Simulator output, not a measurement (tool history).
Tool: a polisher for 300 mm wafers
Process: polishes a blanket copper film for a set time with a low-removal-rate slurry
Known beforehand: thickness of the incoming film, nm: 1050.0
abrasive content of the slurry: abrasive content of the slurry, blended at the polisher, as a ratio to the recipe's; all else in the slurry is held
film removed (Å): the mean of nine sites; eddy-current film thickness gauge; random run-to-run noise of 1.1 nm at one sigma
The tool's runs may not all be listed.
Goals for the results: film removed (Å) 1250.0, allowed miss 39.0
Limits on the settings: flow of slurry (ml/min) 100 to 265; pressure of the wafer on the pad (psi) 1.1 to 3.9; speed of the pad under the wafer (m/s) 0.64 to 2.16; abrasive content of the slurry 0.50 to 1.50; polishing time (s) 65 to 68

run,hour,flow of slurry (ml/min),pressure of the wafer on the pad (psi),speed of the pad under the wafer (m/s),abrasive content of the slurry,polishing time (s),film removed (Å)
1,0.0,170,2.5,1.40,1.00,65,1999.7
2,6.9,205,2.5,1.40,1.00,65,2021.9
3,15.5,205,2.1,1.40,1.00,65,1732.2
4,24.4,180,2.1,1.40,1.00,65,1682.9
5,33.2,180,2.1,1.40,0.90,65,1665.3
6,35.7,180,2.1,1.40,0.90,65,1670.6
7,36.9,180,1.9,1.40,0.90,65,1506.1
8,40.5,175,1.8,1.40,0.90,65,1433.5
9,45.2,170,1.7,1.40,0.90,65,1368.6

Consider the 5 candidate settings below. Which is the only one whose results all fall within their allowed miss of target?
A,49.9,110,1.7,1.48,0.75,68,?
B,49.9,150,1.3,1.66,1.00,68,?
C,49.9,170,1.5,1.32,0.95,65,?
D,49.9,170,2.0,1.38,1.00,65,?
E,49.9,170,1.7,1.64,0.90,68,?

move,film removed (Å)
A,1319.6
B,1255.5
C,1150.0
D,1585.5
E,1601.1
A: closes in on the targets versus the last run, not all within tolerance yet
B: every result lands within tolerance
C: the result that was furthest off in the last run now lies on the other side of its target
D: further off than the last run
E: further off than the last run
The right move is B.

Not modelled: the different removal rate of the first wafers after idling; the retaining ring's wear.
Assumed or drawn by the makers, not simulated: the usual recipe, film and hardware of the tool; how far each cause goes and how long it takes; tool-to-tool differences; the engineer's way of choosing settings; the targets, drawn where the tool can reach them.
